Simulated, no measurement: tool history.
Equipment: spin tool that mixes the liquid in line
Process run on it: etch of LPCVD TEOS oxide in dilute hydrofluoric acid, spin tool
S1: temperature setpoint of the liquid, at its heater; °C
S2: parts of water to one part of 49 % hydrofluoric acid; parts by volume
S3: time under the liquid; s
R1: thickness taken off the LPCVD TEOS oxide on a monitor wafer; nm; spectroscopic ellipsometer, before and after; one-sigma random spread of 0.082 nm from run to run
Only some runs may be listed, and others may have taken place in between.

| run | day | S1 | S2 | S3 | R1 |
|---|---|---|---|---|---|
| 1 | 0 | 25 | 290 | 300 | 22.792 |
| 2 | 0.283 | 21.5 | 290 | 300 | 20.134 |
| 3 | 0.462 | 21.5 | 385 | 300 | 14.076 |
| 4 | 0.704 | 22 | 385 | 300 | 14.283 |
| 5 | 0.767 | 19 | 385 | 300 | 12.719 |
| 6 | 0.862 | 19 | 430 | 300 | 11.07 |

What will run 7 give?
| 7 | 0.917 | 21.5 | 430 | 300 | ? |

R1: 12.077 nm
